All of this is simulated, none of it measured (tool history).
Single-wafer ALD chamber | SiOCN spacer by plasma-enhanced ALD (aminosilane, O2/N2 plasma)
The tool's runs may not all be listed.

run,hour,heater temperature setpoint (K),number of ALD cycles (cycles),mean film thickness on the monitor wafer (nm)
1,0.0,688.15,97,5.6628
2,1.5,696.15,97,5.4937
3,10.2,696.15,104,5.9301
4,17.5,696.15,112,6.3906
5,26.3,696.15,106,6.0766
6,27.1,695.15,108,6.1586

Run 7 comes next. What will it give?
7,29.5,694.15,110,?

mean film thickness on the monitor wafer (nm): 6.3103
